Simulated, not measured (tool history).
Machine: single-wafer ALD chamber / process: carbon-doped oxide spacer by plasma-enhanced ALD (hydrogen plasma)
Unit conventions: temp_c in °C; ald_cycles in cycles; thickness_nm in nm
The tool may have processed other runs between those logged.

{"run": 1, "hour": 0.0, "temp_c": 395, "ald_cycles": 522, "thickness_nm": 26.463}
{"run": 2, "hour": 8.3, "temp_c": 388, "ald_cycles": 522, "thickness_nm": 26.49}
{"run": 3, "hour": 14.6, "temp_c": 388, "ald_cycles": 513, "thickness_nm": 25.959}
{"run": 4, "hour": 20.5, "temp_c": 388, "ald_cycles": 552, "thickness_nm": 28.131}
{"run": 5, "hour": 24.4, "temp_c": 388, "ald_cycles": 583, "thickness_nm": 29.744}
{"run": 6, "hour": 31.3, "temp_c": 388, "ald_cycles": 652, "thickness_nm": 33.016}
{"run": 7, "hour": 33.8, "temp_c": 389, "ald_cycles": 569, "thickness_nm": 28.937}

For run 8, what comes out?
{"run": 8, "hour": 34.9, "temp_c": 389, "ald_cycles": 549, "thickness_nm": "?"}

thickness_nm: 27.809 nm
